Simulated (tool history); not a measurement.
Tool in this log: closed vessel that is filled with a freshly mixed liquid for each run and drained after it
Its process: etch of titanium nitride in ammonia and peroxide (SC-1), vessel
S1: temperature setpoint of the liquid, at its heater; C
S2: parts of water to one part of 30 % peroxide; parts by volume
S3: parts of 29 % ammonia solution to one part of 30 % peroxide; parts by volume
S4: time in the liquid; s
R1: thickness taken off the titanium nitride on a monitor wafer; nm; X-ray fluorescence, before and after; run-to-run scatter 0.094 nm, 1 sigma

| run | hour | S1 | S2 | S3 | S4 | R1 |
|---|---|---|---|---|---|---|
| 1 | 0.0 | 47.0 | 20 | 0.55 | 210 | 8.4940 |
| 2 | 6.7 | 41.5 | 20 | 0.55 | 210 | 5.7543 |
| 3 | 7.8 | 48.5 | 20 | 0.55 | 210 | 9.5121 |
| 4 | 16.5 | 48.5 | 20 | 0.55 | 210 | 9.4250 |
| 5 | 24.6 | 49.5 | 20 | 0.55 | 210 | 10.0830 |
| 6 | 27.6 | 47.0 | 20 | 0.55 | 210 | 8.4606 |
| 7 | 30.7 | 48.5 | 20 | 0.55 | 210 | 9.4725 |
| 8 | 33.1 | 48.5 | 20 | 0.55 | 210 | 9.3845 |
| 9 | 40.2 | 48.5 | 20 | 0.55 | 210 | 9.3572 |
| 10 | 49.1 | 49.5 | 20 | 0.55 | 210 | 10.0870 |

Run 11 comes next. What will it give?
| 11 | 53.6 | 50.5 | 20 | 0.55 | 210 | ? |

R1: 10.7190 nm
